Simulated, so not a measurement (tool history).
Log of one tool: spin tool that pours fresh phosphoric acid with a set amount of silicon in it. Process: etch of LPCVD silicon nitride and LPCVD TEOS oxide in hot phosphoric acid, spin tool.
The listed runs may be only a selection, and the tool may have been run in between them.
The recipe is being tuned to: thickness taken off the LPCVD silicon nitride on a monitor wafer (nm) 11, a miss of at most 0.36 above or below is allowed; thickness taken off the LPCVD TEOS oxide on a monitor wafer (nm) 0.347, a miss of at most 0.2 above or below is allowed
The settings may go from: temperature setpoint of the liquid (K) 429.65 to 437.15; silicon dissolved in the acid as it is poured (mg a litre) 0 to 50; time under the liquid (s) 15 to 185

| run | hour | temperature setpoint of the liquid (K) | silicon dissolved in the acid as it is poured (mg a litre) | time under the liquid (s) | thickness taken off the LPCVD silicon nitride on a monitor wafer (nm) | thickness taken off the LPCVD TEOS oxide on a monitor wafer (nm) |
|---|---|---|---|---|---|---|
| 1 | 0 | 432.15 | 24.5 | 95 | 7.9141 | 0.18776 |
| 2 | 2.6 | 432.15 | 18 | 95 | 7.8462 | 0.2036 |
| 3 | 3.7 | 432.65 | 17.5 | 100 | 8.3629 | 0.19775 |
| 4 | 9.1 | 432.65 | 8 | 100 | 8.4483 | 0.34777 |
| 5 | 17.4 | 433.15 | 9 | 105 | 8.9164 | 0.28658 |
| 6 | 20.8 | 434.65 | 9 | 105 | 9.2479 | 0.43818 |
| 7 | 28 | 434.65 | 11 | 110 | 9.7988 | 0.35305 |
| 8 | 32.5 | 434.65 | 11.5 | 110 | 9.9481 | 0.51795 |
| 9 | 38.4 | 434.65 | 15 | 110 | 9.8435 | 0.33271 |
| 10 | 39.7 | 434.65 | 15.5 | 110 | 9.8878 | 0.31668 |
| 11 | 42.7 | 435.15 | 16 | 110 | 10.007 | 0.42424 |
| 12 | 50.1 | 435.15 | 18 | 110 | 10.001 | 0.45273 |
| 13 | 53.2 | 435.15 | 19 | 110 | 10.014 | 0.34243 |
| 14 | 59.9 | 435.15 | 20 | 110 | 9.9915 | 0.32154 |
| 15 | 67.6 | 435.15 | 20.5 | 110 | 9.9809 | 0.32179 |
| 16 | 68.2 | 435.15 | 21 | 110 | 9.9398 | 0.3665 |
| 17 | 74 | 435.15 | 22 | 110 | 10.089 | 0.22698 |
| 18 | 78.4 | 435.15 | 21 | 110 | 10.041 | 0.38624 |
| 19 | 81.8 | 435.15 | 22.5 | 110 | 9.895 | 0.31355 |
| 20 | 90 | 435.15 | 23 | 110 | 10.192 | 0.29221 |
| 21 | 93.2 | 435.15 | 23.5 | 110 | 9.8859 | 0.2392 |
| 22 | 96.5 | 435.15 | 23 | 110 | 10.025 | 0.32789 |
| 23 | 99.5 | 435.15 | 24 | 110 | 10.006 | 0.38293 |
| 24 | 105 | 435.15 | 24.5 | 110 | 9.9848 | 0.28884 |
| 25 | 106.9 | 435.65 | 24.5 | 115 | 10.451 | 0.23164 |
| 26 | 114.7 | 435.65 | 23.5 | 115 | 10.595 | 0.25656 |
| 27 | 120.4 | 435.65 | 23 | 115 | 10.411 | 0.26093 |
| 28 | 122.8 | 436.65 | 17 | 120 | 11.485 | 0.45601 |
| 29 | 127.5 | 436.65 | 17.5 | 120 | 11.52 | 0.32942 |

Which of these 5 next moves meets every target?
| A | 132.2 | 435.65 | 24.5 | 120 | ? | ? |
| B | 132.2 | 437.15 | 19 | 125 | ? | ? |
| C | 132.2 | 434.65 | 50 | 130 | ? | ? |
| D | 132.2 | 436.15 | 21 | 125 | ? | ? |
| E | 132.2 | 436.15 | 21.5 | 110 | ? | ? |

| move | thickness taken off the LPCVD silicon nitride on a monitor wafer (nm) | thickness taken off the LPCVD TEOS oxide on a monitor wafer (nm) |
|---|---|---|
| A | 11.074 | 0.33081 |
| B | 12.123 | 0.4538 |
| C | 11.605 | 0.1141 |
| D | 11.729 | 0.39845 |
| E | 10.321 | 0.34548 |
A: every result lands within tolerance
B: misses by more than the last run did
C: misses by more than the last run did
D: misses by more than the last run did
E: pushes the last run's worst result past its target
Move A is the one to make.

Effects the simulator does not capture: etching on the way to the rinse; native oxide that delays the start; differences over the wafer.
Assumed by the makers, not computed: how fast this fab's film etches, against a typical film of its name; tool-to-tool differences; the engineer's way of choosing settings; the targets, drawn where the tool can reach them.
